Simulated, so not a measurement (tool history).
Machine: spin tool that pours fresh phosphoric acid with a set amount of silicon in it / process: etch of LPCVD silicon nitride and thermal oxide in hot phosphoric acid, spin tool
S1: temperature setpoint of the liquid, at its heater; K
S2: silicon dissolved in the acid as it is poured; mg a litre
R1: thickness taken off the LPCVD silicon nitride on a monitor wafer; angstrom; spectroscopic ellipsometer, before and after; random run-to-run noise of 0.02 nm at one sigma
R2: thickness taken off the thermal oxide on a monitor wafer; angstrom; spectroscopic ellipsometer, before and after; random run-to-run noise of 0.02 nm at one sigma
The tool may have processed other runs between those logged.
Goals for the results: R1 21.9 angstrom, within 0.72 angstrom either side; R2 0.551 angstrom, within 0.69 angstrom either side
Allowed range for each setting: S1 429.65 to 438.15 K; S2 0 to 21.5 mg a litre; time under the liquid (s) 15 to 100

Run 1, hour 0: S1 433.15 K, S2 9.5 mg a litre, time under the liquid (s) 50. Result: R1 50.344 angstrom, R2 0.67326 angstrom.
Run 2, hour 3.4: S1 434.15 K, S2 9.5 mg a litre, time under the liquid (s) 50. Result: R1 51.538 angstrom, R2 1.4006 angstrom.
Run 3, hour 10: S1 433.15 K, S2 9.5 mg a litre, time under the liquid (s) 50. Result: R1 50.513 angstrom, R2 0.81038 angstrom.
Run 4, hour 17.9: S1 432.15 K, S2 9.5 mg a litre, time under the liquid (s) 50. Result: R1 48.536 angstrom, R2 1.0754 angstrom.
At hour 24.9: thermometer replaced.
Run 5, hour 24.9: S1 432.15 K, S2 9.5 mg a litre, time under the liquid (s) 40. Result: R1 37.044 angstrom, R2 1.0251 angstrom.
Run 6, hour 31.2: S1 431.65 K, S2 10 mg a litre, time under the liquid (s) 35. Result: R1 32.18 angstrom, R2 0.14134 angstrom.
Run 7, hour 39.1: S1 431.65 K, S2 8.5 mg a litre, time under the liquid (s) 30. Result: R1 27.532 angstrom, R2 0.80013 angstrom.
Run 8, hour 44.3: S1 431.15 K, S2 8.5 mg a litre, time under the liquid (s) 30. Result: R1 26.563 angstrom, R2 0.81419 angstrom.

Pick the move, out of 5, that brings all results within their allowed miss; only one does.
Run A, hour 49.5: S1 433.15 K, S2 4 mg a litre, time under the liquid (s) 25. Result: R1 ?, R2 ?.
Run B, hour 49.5: S1 430.65 K, S2 9.5 mg a litre, time under the liquid (s) 25. Result: R1 ?, R2 ?.
Run C, hour 49.5: S1 433.15 K, S2 11.5 mg a litre, time under the liquid (s) 25. Result: R1 ?, R2 ?.
Run D, hour 49.5: S1 430.15 K, S2 7.5 mg a litre, time under the liquid (s) 35. Result: R1 ?, R2 ?.
Run E, hour 49.5: S1 433.65 K, S2 10 mg a litre, time under the liquid (s) 35. Result: R1 ?, R2 ?.

move      R1       R2
   A  24.252   0.7101
   B  22.288  0.52583
   C  24.252  0.60567
   D  30.677  0.74021
   E  34.528  0.91025
A: better than the last run, though not everything is in spec
B: all results land within tolerance of their targets
C: better than the last run, though not everything is in spec
D: moves away from the targets compared with the last run
E: moves away from the targets compared with the last run
So the answer is move B, the one that meets all the targets.
